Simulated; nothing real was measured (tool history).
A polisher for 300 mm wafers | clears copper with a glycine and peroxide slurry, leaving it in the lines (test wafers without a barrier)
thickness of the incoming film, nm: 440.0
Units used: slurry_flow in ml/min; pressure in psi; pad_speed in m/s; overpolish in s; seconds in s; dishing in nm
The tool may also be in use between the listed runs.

Run 1, hour 0.0: slurry_flow 255 ml/min, pressure 2.6 psi, pad_speed 0.80 m/s, overpolish 11 s. Result: seconds 91.108 s, dishing 37.803 nm.
Run 2, hour 2.1: slurry_flow 255 ml/min, pressure 2.6 psi, pad_speed 1.00 m/s, overpolish 11 s. Result: seconds 76.245 s, dishing 42.959 nm.
Run 3, hour 8.9: slurry_flow 255 ml/min, pressure 2.6 psi, pad_speed 0.80 m/s, overpolish 11 s. Result: seconds 91.660 s, dishing 36.937 nm.
Run 4, hour 11.1: slurry_flow 255 ml/min, pressure 2.6 psi, pad_speed 0.72 m/s, overpolish 11 s. Result: seconds 99.328 s, dishing 34.920 nm.
Run 5, hour 19.8: slurry_flow 250 ml/min, pressure 2.5 psi, pad_speed 0.72 m/s, overpolish 12 s. Result: seconds 101.360 s, dishing 36.734 nm.
Run 6, hour 21.5: slurry_flow 290 ml/min, pressure 2.5 psi, pad_speed 0.72 m/s, overpolish 12 s. Result: seconds 100.850 s, dishing 37.212 nm.
At hour 25.4: head pressure recalibrated.
Run 7, hour 25.4: slurry_flow 290 ml/min, pressure 2.4 psi, pad_speed 0.72 m/s, overpolish 13 s. Result: seconds 93.790 s, dishing 42.177 nm.
Run 8, hour 30.4: slurry_flow 265 ml/min, pressure 2.3 psi, pad_speed 0.72 m/s, overpolish 13 s. Result: seconds 97.475 s, dishing 40.115 nm.

Run 9, settings as shown, results not yet in. Your forecast:
Run 9, hour 33.9: slurry_flow 260 ml/min, pressure 2.1 psi, pad_speed 0.68 m/s, overpolish 14 s. Result: seconds ?, dishing ?.

seconds: 111.540 s
dishing: 38.743 nm
